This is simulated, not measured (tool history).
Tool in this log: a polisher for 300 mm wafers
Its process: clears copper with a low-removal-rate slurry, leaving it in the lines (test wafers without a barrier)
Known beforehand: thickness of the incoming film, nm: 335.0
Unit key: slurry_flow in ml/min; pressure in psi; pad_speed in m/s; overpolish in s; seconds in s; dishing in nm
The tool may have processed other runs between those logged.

run    day  slurry_flow  pressure  pad_speed  slurry_solids  overpolish  seconds  dishing
  1  0.000          230       4.1       1.02           1.00          18   80.848   51.316
  2  0.021          230       3.8       1.00           1.00          16   88.695   42.457
  3  0.083          230       2.9       1.00           1.00          16  109.080   36.981
  4  0.358          235       3.0       0.92           1.05          14  111.590   31.028
  5  0.729          235       3.0       0.92           1.05          20  110.640   42.099
  6  0.971          235       3.0       0.92           1.05          25  110.690   49.369
  7  1.025          255       3.0       0.86           1.10          22  119.960   44.503
  8  1.104          240       2.8       0.88           1.00          20  125.110   38.842
  9  1.450          225       2.7       0.86           1.05          18  131.030   33.377
 10  1.621          215       2.6       0.86           1.10          16  132.680   29.861
 11  1.808          205       2.6       0.84           1.15          14  139.100   25.803

Run 12 comes next. What will it give?
 12  2.033          195       2.7       0.82           1.20          13        ?        ?

Run 12 came out at seconds 134.910 s, dishing 24.896 nm.

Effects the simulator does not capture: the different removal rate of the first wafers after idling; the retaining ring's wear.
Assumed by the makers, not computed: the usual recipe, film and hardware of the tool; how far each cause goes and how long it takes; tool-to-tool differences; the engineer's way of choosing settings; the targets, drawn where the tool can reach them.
